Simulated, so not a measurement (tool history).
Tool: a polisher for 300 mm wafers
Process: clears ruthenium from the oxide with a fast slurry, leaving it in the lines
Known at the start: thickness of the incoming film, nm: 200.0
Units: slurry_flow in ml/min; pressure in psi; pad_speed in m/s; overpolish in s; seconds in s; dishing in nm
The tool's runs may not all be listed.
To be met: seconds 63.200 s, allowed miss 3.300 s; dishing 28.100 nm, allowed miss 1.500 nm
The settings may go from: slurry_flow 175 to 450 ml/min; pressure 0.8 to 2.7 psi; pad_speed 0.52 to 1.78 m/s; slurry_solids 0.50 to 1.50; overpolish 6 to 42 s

run	day	slurry_flow	pressure	pad_speed	slurry_solids	overpolish	seconds	dishing
1	0.000	290	1.7	1.14	1.00	21	75.987	35.931
2	0.117	290	1.7	1.14	1.00	30	78.437	43.925
3	0.208	290	1.7	1.14	1.00	28	77.157	42.575
4	0.367	290	1.7	1.02	1.00	28	87.676	41.101
5	0.400	290	1.7	1.04	1.00	26	83.493	38.900
6	0.704	290	1.7	1.18	1.00	26	74.163	41.690
7	0.788	290	1.7	1.18	1.00	24	74.184	39.947
8	0.962	290	1.7	1.18	1.00	22	75.381	37.237
9	1.175	290	1.7	1.18	1.00	20	73.626	36.613
10	1.458	290	1.7	1.20	1.00	19	74.337	36.079
11	1.692	290	1.7	1.22	1.00	18	70.430	34.931
12	2.054	290	1.7	1.22	1.00	17	73.424	32.917
13	2.250	290	1.7	1.22	1.00	16	74.118	31.110
14	2.308	290	1.7	1.22	1.00	15	73.566	30.178
15	2.675	290	1.7	1.22	1.00	14	72.481	28.490
16	2.762	290	1.8	1.22	1.00	12	67.706	26.656
17	2.988	290	1.8	1.24	1.00	12	67.685	26.811

Which of these 4 next moves meets every target?
A	3.212	325	1.4	1.54	1.05	11	?	?
B	3.212	265	1.7	1.28	0.80	14	?	?
C	3.212	260	1.8	1.20	0.90	14	?	?
D	3.212	345	1.8	1.32	1.00	12	?	?

move	seconds	dishing
A	67.722	25.464
B	74.167	28.592
C	72.186	29.180
D	62.383	29.001
A: further off than the last run
B: further off than the last run
C: further off than the last run
D: meets every target
Answer: D
